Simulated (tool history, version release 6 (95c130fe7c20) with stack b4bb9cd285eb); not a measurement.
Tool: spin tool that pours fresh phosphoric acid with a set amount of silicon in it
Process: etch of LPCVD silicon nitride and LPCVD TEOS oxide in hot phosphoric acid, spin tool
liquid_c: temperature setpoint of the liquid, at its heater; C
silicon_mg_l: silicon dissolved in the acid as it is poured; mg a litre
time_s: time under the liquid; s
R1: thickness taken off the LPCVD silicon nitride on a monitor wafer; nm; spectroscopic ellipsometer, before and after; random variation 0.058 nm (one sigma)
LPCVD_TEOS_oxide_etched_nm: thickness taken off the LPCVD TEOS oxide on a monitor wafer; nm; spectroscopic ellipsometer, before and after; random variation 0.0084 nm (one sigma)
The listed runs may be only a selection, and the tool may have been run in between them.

run 1 hour=0 | liquid_c=160 silicon_mg_l=12 time_s=180 | R1=20.51 LPCVD_TEOS_oxide_etched_nm=0.50834
run 2 hour=5.9 | liquid_c=159 silicon_mg_l=12 time_s=180 | R1=19.447 LPCVD_TEOS_oxide_etched_nm=0.561
run 3 hour=8.9 | liquid_c=159 silicon_mg_l=12 time_s=220 | R1=24.364 LPCVD_TEOS_oxide_etched_nm=0.65018
run 4 hour=12 | liquid_c=159 silicon_mg_l=12 time_s=190 | R1=20.553 LPCVD_TEOS_oxide_etched_nm=0.53531
run 5 hour=12.9 | liquid_c=159 silicon_mg_l=16 time_s=190 | R1=21.037 LPCVD_TEOS_oxide_etched_nm=0.49243
run 6 hour=14.2 | liquid_c=159 silicon_mg_l=18.5 time_s=190 | R1=20.874 LPCVD_TEOS_oxide_etched_nm=0.52758
run 7 hour=15.1 | liquid_c=158.5 silicon_mg_l=13.5 time_s=145 | R1=15.756 LPCVD_TEOS_oxide_etched_nm=0.41177
run 8 hour=16.2 | liquid_c=158 silicon_mg_l=10 time_s=110 | R1=11.91 LPCVD_TEOS_oxide_etched_nm=0.32879
run 9 hour=22.4 | liquid_c=158 silicon_mg_l=10 time_s=110 | R1=11.756 LPCVD_TEOS_oxide_etched_nm=0.35501

Run 10 is up next; what results do you expect?
-- hour=24.3 thermometer replaced
run 10 hour=24.3 | liquid_c=157.5 silicon_mg_l=10 time_s=85 | R1=? LPCVD_TEOS_oxide_etched_nm=?

R1: 8.5828 nm
LPCVD_TEOS_oxide_etched_nm: 0.22881 nm
